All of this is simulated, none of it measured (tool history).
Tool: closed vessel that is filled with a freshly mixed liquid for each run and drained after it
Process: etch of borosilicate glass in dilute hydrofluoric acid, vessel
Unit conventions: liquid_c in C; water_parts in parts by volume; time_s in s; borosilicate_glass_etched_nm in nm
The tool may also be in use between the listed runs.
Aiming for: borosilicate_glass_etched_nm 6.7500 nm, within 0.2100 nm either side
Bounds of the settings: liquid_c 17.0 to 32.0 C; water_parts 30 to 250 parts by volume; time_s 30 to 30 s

| run | day | liquid_c | water_parts | time_s | borosilicate_glass_etched_nm |
|---|---|---|---|---|---|
| 1 | 0.000 | 24.0 | 140 | 30 | 7.6448 |
| 2 | 0.025 | 23.5 | 140 | 30 | 7.4727 |
| 3 | 0.196 | 23.5 | 100 | 30 | 10.8260 |
| 4 | 0.342 | 20.5 | 100 | 30 | 9.5246 |
| 5 | 0.604 | 20.0 | 105 | 30 | 9.0250 |
| 6 | 0.846 | 19.5 | 110 | 30 | 8.3469 |
| 7 | 0.942 | 19.0 | 110 | 30 | 8.1536 |
| 8 | 1.262 | 18.5 | 110 | 30 | 8.1346 |
| 9 | 1.638 | 17.5 | 120 | 30 | 7.0320 |

Which of these 4 next moves meets every target?
| A | 2.012 | 24.5 | 145 | 30 | ? |
| B | 2.012 | 17.0 | 115 | 30 | ? |
| C | 2.012 | 17.0 | 120 | 30 | ? |
| D | 2.012 | 19.0 | 115 | 30 | ? |

| move | borosilicate_glass_etched_nm |
|---|---|
| A | 7.5054 |
| B | 7.2433 |
| C | 6.9064 |
| D | 7.8692 |
A: the biggest miss grows against the last run
B: the biggest miss grows against the last run
C: hits every target within its allowed miss
D: the biggest miss grows against the last run
C meets every target.

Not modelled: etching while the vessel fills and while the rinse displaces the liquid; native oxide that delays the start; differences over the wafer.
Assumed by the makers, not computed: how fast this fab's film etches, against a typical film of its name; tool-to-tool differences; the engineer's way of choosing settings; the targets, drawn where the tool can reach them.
